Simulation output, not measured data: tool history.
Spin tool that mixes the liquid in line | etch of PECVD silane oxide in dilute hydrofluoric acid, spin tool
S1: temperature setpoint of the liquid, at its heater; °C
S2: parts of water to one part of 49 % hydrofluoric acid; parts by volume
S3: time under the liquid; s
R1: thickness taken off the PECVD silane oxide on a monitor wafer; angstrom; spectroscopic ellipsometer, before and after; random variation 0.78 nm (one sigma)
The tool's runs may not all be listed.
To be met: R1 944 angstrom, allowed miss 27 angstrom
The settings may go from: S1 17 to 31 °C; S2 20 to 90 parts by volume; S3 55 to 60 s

run 1 hour=0 | S1=23 S2=50 S3=55 | R1=447.32
run 2 hour=1.1 | S1=23 S2=35 S3=55 | R1=642.07
run 3 hour=2.6 | S1=25 S2=35 S3=55 | R1=693.72
run 4 hour=9.5 | S1=26.5 S2=35 S3=55 | R1=757.43
run 5 hour=13 | S1=23 S2=35 S3=55 | R1=651.08
run 6 hour=14.1 | S1=23 S2=30 S3=55 | R1=761.35
run 7 hour=17.3 | S1=24.5 S2=30 S3=55 | R1=822.39
run 8 hour=19.1 | S1=25.5 S2=30 S3=55 | R1=852.95
-- hour=26.3 hydrofluoric acid flow meter replaced
run 9 hour=26.3 | S1=26 S2=30 S3=55 | R1=983.17

Which of these 5 next moves meets every target?
run A hour=33.5 | S1=27 S2=35 S3=60 | R1=?
run B hour=33.5 | S1=23.5 S2=30 S3=55 | R1=?
run C hour=33.5 | S1=26.5 S2=30 S3=55 | R1=?
run D hour=33.5 | S1=27 S2=30 S3=55 | R1=?
run E hour=33.5 | S1=27 S2=35 S3=55 | R1=?

move=A R1=960.16
move=B R1=894.64
move=C R1=1013.4
move=D R1=1034.3
move=E R1=880.14
A: meets every target
B: takes the result that was furthest off past its target
C: further off than the last run
D: further off than the last run
E: takes the result that was furthest off past its target
Move A is the one to make.
